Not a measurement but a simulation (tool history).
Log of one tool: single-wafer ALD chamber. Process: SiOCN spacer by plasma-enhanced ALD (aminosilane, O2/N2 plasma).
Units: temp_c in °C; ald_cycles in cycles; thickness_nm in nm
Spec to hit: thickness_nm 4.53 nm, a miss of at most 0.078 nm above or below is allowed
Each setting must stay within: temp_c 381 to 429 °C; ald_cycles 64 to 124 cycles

{"run": 1, "hour": 0.0, "temp_c": 405, "ald_cycles": 94, "thickness_nm": 5.3867}
{"run": 2, "hour": 4.1, "temp_c": 409, "ald_cycles": 89, "thickness_nm": 5.0741}
{"run": 3, "hour": 9.7, "temp_c": 412, "ald_cycles": 86, "thickness_nm": 4.8696}
{"run": 4, "hour": 11.8, "temp_c": 405, "ald_cycles": 86, "thickness_nm": 4.9905}
{"run": 5, "hour": 15.7, "temp_c": 405, "ald_cycles": 93, "thickness_nm": 5.3934}
{"run": 6, "hour": 22.4, "temp_c": 411, "ald_cycles": 89, "thickness_nm": 5.0306}
{"run": 7, "hour": 25.6, "temp_c": 415, "ald_cycles": 87, "thickness_nm": 4.8515}
{"hour": 32.2, "done": "thermocouple changed; heater temperature recalibrated"}
{"run": 8, "hour": 32.2, "temp_c": 418, "ald_cycles": 86, "thickness_nm": 4.7147}
{"run": 9, "hour": 39.3, "temp_c": 418, "ald_cycles": 86, "thickness_nm": 4.7288}
{"run": 10, "hour": 43.1, "temp_c": 418, "ald_cycles": 86, "thickness_nm": 4.7328}
{"run": 11, "hour": 43.6, "temp_c": 421, "ald_cycles": 86, "thickness_nm": 4.6706}
{"run": 12, "hour": 50.7, "temp_c": 423, "ald_cycles": 86, "thickness_nm": 4.6558}
{"run": 13, "hour": 58.0, "temp_c": 423, "ald_cycles": 86, "thickness_nm": 4.6371}
{"run": 14, "hour": 61.5, "temp_c": 424, "ald_cycles": 86, "thickness_nm": 4.5948}
{"run": 15, "hour": 70.4, "temp_c": 425, "ald_cycles": 86, "thickness_nm": 4.6633}

Which of these 5 next moves meets every target?
{"run": "A", "hour": 79.3, "temp_c": 424, "ald_cycles": 89, "thickness_nm": "?"}
{"run": "B", "hour": 79.3, "temp_c": 429, "ald_cycles": 92, "thickness_nm": "?"}
{"run": "C", "hour": 79.3, "temp_c": 417, "ald_cycles": 89, "thickness_nm": "?"}
{"run": "D", "hour": 79.3, "temp_c": 420, "ald_cycles": 83, "thickness_nm": "?"}
{"run": "E", "hour": 79.3, "temp_c": 420, "ald_cycles": 87, "thickness_nm": "?"}

move=A thickness_nm=4.8076
move=B thickness_nm=4.8878
move=C thickness_nm=4.9184
move=D thickness_nm=4.5425
move=E thickness_nm=4.7614
A: its largest miss is bigger than the last run's
B: its largest miss is bigger than the last run's
C: its largest miss is bigger than the last run's
D: all results in spec
E: its largest miss is bigger than the last run's
The move that meets every target is D.

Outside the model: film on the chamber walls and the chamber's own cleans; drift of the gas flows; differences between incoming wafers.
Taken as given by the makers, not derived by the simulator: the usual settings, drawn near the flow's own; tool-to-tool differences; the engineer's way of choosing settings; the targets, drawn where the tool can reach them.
